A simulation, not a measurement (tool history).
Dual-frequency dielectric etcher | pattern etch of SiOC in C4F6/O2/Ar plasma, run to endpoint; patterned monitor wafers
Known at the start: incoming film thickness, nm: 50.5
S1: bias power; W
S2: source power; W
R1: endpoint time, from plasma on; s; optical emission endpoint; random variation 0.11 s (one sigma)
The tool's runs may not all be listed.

{"run": 1, "hour": 0.0, "S1": 379, "S2": 380, "R1": 21.833}
{"run": 2, "hour": 2.0, "S1": 359, "S2": 370, "R1": 22.597}
{"run": 3, "hour": 5.3, "S1": 359, "S2": 400, "R1": 22.06}
{"run": 4, "hour": 13.5, "S1": 303, "S2": 400, "R1": 23.202}
{"run": 5, "hour": 15.0, "S1": 357, "S2": 400, "R1": 22.072}
{"hour": 19.2, "done": "wet clean of the chamber"}
{"run": 6, "hour": 19.2, "S1": 339, "S2": 390, "R1": 23.508}
{"run": 7, "hour": 25.4, "S1": 331, "S2": 390, "R1": 23.313}

Forecast run 8:
{"run": 8, "hour": 27.0, "S1": 321, "S2": 390, "R1": "?"}

Run 8 gave R1 23.706 s.

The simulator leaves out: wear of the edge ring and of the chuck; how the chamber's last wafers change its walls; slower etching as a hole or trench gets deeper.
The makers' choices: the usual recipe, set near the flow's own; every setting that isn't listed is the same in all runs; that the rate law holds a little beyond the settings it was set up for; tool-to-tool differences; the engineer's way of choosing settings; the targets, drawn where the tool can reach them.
